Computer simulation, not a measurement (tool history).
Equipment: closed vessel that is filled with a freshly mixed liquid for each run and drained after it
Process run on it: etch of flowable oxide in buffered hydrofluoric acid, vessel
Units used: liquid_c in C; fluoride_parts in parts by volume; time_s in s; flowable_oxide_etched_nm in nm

run,hour,liquid_c,fluoride_parts,time_s,flowable_oxide_etched_nm
1,0,24,9.5,95,275.51
2,5.4,24,9.5,95,275.03
3,13.5,24,9.5,95,274.32
4,16.9,26,9.5,95,306.64
5,21.1,26,9.5,105,340.02
6,28.6,24,9.5,105,304.91
# hour 32.5: hydrofluoric acid flow meter replaced
7,32.5,24,9.5,105,287.39
8,34.5,24.5,9.5,105,299.19

Expected results for the next run?
9,37.2,25.5,9.5,105,?

For run 9 the tool returned flowable_oxide_etched_nm 316.23 nm.
